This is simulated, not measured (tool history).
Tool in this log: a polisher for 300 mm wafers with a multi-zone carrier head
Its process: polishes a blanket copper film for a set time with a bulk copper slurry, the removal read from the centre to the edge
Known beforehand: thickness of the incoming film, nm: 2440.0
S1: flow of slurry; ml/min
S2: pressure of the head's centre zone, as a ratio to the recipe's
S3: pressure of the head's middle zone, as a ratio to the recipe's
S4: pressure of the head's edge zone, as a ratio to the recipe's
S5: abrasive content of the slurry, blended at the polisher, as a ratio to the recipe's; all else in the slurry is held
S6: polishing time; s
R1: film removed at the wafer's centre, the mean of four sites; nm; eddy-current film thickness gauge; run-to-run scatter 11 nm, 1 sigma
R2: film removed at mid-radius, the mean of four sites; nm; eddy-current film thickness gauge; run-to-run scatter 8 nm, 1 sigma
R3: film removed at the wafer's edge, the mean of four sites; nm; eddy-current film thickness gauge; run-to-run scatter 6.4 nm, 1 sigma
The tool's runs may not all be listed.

run,hour,S1,S2,S3,S4,S5,S6,R1,R2,R3
1,0,210,1,1,1,1,71,736.78,721.41,744.36
2,7.6,210,1,0.95,1,1,71,739.37,710.56,732.77
3,13.4,220,1,0.98,1.01,1.05,71,753.7,721.29,751.15
4,14.9,220,0.99,1.01,1.01,1.1,72,768.83,755,764.19
5,20.8,220,0.99,1.01,1.01,1.1,57,595.78,605.74,607.45
6,21.5,220,0.99,1.01,1.06,1.1,57,602.07,600.4,619.27
7,30.4,220,0.98,1.02,1.07,1.15,60,621.6,644.68,655.59
8,33.8,220,0.98,1.02,1.08,1.2,63,663.04,669.94,690.99
9,38.5,260,0.91,1.12,1.18,1.45,79,811.04,943.37,942.55

Estimate the outcome of run 10 from the log above:
10,44.5,260,0.92,1.12,1.18,1.45,79,?,?,?

R1: 830.02 nm
R2: 943.26 nm
R3: 943.65 nm
